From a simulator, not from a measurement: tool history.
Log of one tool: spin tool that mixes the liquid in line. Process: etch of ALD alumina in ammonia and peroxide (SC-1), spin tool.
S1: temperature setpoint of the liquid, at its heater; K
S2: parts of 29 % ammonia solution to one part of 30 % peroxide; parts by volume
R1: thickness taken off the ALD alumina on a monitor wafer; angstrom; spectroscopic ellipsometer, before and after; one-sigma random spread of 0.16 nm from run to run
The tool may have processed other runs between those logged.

run 1 hour=0 | S1=325.15 S2=0.95 time_under_the_liquid_(s)=315 | R1=156.54
run 2 hour=7.5 | S1=327.65 S2=0.95 time_under_the_liquid_(s)=315 | R1=178.45
run 3 hour=13.1 | S1=328.15 S2=0.95 time_under_the_liquid_(s)=315 | R1=182.49
run 4 hour=18.3 | S1=328.15 S2=0.75 time_under_the_liquid_(s)=315 | R1=177.86
run 5 hour=25.5 | S1=328.65 S2=0.75 time_under_the_liquid_(s)=315 | R1=183.96
run 6 hour=31.2 | S1=328.65 S2=0.75 time_under_the_liquid_(s)=315 | R1=184.14
run 7 hour=36.5 | S1=329.15 S2=0.75 time_under_the_liquid_(s)=315 | R1=188.56
run 8 hour=42.3 | S1=329.65 S2=0.75 time_under_the_liquid_(s)=315 | R1=195.85
run 9 hour=49.8 | S1=329.65 S2=0.75 time_under_the_liquid_(s)=315 | R1=192.11

Run 10 has not been measured yet. What should we expect?
run 10 hour=53.4 | S1=330.15 S2=0.75 time_under_the_liquid_(s)=315 | R1=?

Logged for run 10: R1 196.41 angstrom.

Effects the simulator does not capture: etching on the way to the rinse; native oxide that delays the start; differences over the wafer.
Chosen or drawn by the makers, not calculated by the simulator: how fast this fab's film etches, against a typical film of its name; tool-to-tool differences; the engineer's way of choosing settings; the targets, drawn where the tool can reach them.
